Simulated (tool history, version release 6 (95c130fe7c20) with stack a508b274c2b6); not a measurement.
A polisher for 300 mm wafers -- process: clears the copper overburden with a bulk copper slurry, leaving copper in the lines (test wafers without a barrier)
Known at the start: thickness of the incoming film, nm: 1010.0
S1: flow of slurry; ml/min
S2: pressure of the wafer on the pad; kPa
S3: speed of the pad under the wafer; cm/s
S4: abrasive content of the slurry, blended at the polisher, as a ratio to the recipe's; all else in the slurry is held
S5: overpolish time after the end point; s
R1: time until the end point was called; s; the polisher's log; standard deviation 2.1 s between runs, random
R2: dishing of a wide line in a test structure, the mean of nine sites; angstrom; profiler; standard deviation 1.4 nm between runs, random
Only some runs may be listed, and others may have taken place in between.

run	day	S1	S2	S3	S4	S5	R1	R2
1	0	185	22.8	116	1	13	81.187	780.88
2	0.312	185	17.2	116	1	13	97.789	652.58
3	0.488	185	17.2	116	1.1	13	93.944	656.46
4	0.679	185	15.9	114	1.1	14	101.53	663.05
5	1.038	185	15.2	112	1.1	15	105.26	635.92
6	1.317	185	15.2	112	1.1	18	108.52	718.81

What will run 7 give?
7	1.629	185	14.5	112	1.1	18	?	?

R1: 110.98 s
R2: 683.62 angstrom
